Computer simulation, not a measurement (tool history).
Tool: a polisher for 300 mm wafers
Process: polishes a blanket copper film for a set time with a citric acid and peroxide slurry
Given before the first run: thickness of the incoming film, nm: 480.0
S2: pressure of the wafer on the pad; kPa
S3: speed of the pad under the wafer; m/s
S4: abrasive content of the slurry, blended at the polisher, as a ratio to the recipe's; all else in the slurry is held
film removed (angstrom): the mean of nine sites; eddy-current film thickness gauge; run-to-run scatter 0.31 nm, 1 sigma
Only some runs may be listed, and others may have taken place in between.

run 1 hour=0.0 | flow_of_slurry_(ml/min)=270 S2=17.2 S3=0.90 S4=1.0 polishing_time_(s)=24 | film_removed_(angstrom)=362.49
run 2 hour=0.6 | flow_of_slurry_(ml/min)=310 S2=17.2 S3=0.90 S4=1.0 polishing_time_(s)=24 | film_removed_(angstrom)=353.47
run 3 hour=1.7 | flow_of_slurry_(ml/min)=375 S2=17.2 S3=0.90 S4=1.0 polishing_time_(s)=24 | film_removed_(angstrom)=367.48
run 4 hour=7.3 | flow_of_slurry_(ml/min)=375 S2=15.2 S3=0.90 S4=1.0 polishing_time_(s)=24 | film_removed_(angstrom)=334.99
run 5 hour=12.2 | flow_of_slurry_(ml/min)=375 S2=17.2 S3=0.90 S4=1.0 polishing_time_(s)=24 | film_removed_(angstrom)=373.98
run 6 hour=14.2 | flow_of_slurry_(ml/min)=375 S2=17.2 S3=0.90 S4=1.0 polishing_time_(s)=24 | film_removed_(angstrom)=376.26
run 7 hour=17.8 | flow_of_slurry_(ml/min)=375 S2=15.9 S3=0.90 S4=1.0 polishing_time_(s)=24 | film_removed_(angstrom)=335.29

Estimate the outcome of run 8 from the log above:
-- hour=26.2 slurry nozzle cleaned
run 8 hour=26.2 | flow_of_slurry_(ml/min)=375 S2=15.2 S3=0.90 S4=1.0 polishing_time_(s)=24 | film_removed_(angstrom)=?

{"run 8": {"film removed (angstrom)": 342.61}}
